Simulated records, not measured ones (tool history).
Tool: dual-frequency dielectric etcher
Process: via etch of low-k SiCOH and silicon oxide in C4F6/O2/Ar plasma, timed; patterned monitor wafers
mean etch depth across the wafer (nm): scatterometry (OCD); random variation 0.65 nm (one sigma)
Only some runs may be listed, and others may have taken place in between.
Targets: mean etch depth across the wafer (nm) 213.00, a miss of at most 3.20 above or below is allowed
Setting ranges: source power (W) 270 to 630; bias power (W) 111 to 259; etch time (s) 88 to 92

run  hour  source power (W)  bias power (W)  etch time (s)  mean etch depth across the wafer (nm)
  1   0.0               450             185             88                                 237.39
  2   4.5               430             184             88                                 236.78
  3   8.3               410             180             88                                 231.23
  4  11.5               390             178             88                                 227.92
  5  18.1               380             177             88                                 227.89
  6  22.5               380             195             88                                 234.04
  7  26.9               360             191             88                                 230.97
  8  27.7               270             170             88                                 207.30
  9  29.9               280             170             88                                 208.82

Next run, 4 choices. One meets every target within its allowed miss, the rest don't. Which?
  A  32.1               270             165             89                                      ?
  B  32.1               270             157             89                                      ?
  C  32.1               270             170             91                                      ?
  D  32.1               310             156             88                                      ?

move  mean etch depth across the wafer (nm)
   A                                 207.00
   B                                 203.23
   C                                 214.01
   D                                 206.19
A: misses by more than the last run did
B: misses by more than the last run did
C: every result within its allowed miss
D: misses by more than the last run did
Answer: C
